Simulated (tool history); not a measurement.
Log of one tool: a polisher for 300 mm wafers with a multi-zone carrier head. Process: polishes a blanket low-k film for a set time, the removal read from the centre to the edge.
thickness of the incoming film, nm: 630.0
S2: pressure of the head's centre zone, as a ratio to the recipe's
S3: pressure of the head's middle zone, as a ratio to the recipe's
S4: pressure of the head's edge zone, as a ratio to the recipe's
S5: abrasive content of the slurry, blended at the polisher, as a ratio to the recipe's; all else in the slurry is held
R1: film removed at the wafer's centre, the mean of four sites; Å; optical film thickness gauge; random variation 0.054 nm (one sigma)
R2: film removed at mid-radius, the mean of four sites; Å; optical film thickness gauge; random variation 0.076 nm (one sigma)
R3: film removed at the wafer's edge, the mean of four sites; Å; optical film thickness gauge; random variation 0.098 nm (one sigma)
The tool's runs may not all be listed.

run 1 hour=0.0 | flow_of_slurry_(ml/min)=160 S2=1.00 S3=1.00 S4=1.00 S5=1.00 polishing_time_(s)=56 | R1=186.580 R2=184.410 R3=190.990
run 2 hour=8.5 | flow_of_slurry_(ml/min)=140 S2=1.03 S3=1.02 S4=0.94 S5=0.85 polishing_time_(s)=46 | R1=139.430 R2=138.340 R3=134.780
run 3 hour=15.2 | flow_of_slurry_(ml/min)=175 S2=1.03 S3=1.02 S4=0.94 S5=0.85 polishing_time_(s)=46 | R1=146.160 R2=141.990 R3=137.340
run 4 hour=19.5 | flow_of_slurry_(ml/min)=140 S2=1.03 S3=1.02 S4=0.94 S5=0.85 polishing_time_(s)=46 | R1=141.420 R2=141.540 R3=137.050
run 5 hour=22.3 | flow_of_slurry_(ml/min)=140 S2=1.03 S3=1.02 S4=0.89 S5=0.85 polishing_time_(s)=46 | R1=141.490 R2=141.960 R3=130.260
run 6 hour=28.9 | flow_of_slurry_(ml/min)=140 S2=1.03 S3=1.02 S4=0.89 S5=0.85 polishing_time_(s)=58 | R1=177.710 R2=172.940 R3=164.590
run 7 hour=29.9 | flow_of_slurry_(ml/min)=155 S2=1.03 S3=1.01 S4=0.87 S5=0.75 polishing_time_(s)=48 | R1=138.850 R2=136.410 R3=126.620
run 8 hour=38.8 | flow_of_slurry_(ml/min)=175 S2=1.03 S3=1.00 S4=0.86 S5=0.65 polishing_time_(s)=42 | R1=115.500 R2=110.210 R3=103.820
run 9 hour=44.9 | flow_of_slurry_(ml/min)=205 S2=1.04 S3=1.05 S4=0.81 S5=0.50 polishing_time_(s)=29 | R1=68.114 R2=67.919 R3=58.750
run 10 hour=51.1 | flow_of_slurry_(ml/min)=205 S2=1.07 S3=1.07 S4=0.86 S5=0.55 polishing_time_(s)=29 | R1=75.094 R2=73.878 R3=65.051
run 11 hour=58.7 | flow_of_slurry_(ml/min)=235 S2=1.14 S3=1.12 S4=0.96 S5=0.50 polishing_time_(s)=29 | R1=76.033 R2=72.608 R3=64.893
run 12 hour=65.9 | flow_of_slurry_(ml/min)=235 S2=1.15 S3=1.13 S4=0.97 S5=0.55 polishing_time_(s)=29 | R1=81.326 R2=77.644 R3=69.332

Run 13 comes next. What will it give?
run 13 hour=74.5 | flow_of_slurry_(ml/min)=235 S2=1.16 S3=1.14 S4=0.98 S5=0.55 polishing_time_(s)=29 | R1=? R2=? R3=?

R1: 82.517 Å
R2: 78.752 Å
R3: 71.567 Å

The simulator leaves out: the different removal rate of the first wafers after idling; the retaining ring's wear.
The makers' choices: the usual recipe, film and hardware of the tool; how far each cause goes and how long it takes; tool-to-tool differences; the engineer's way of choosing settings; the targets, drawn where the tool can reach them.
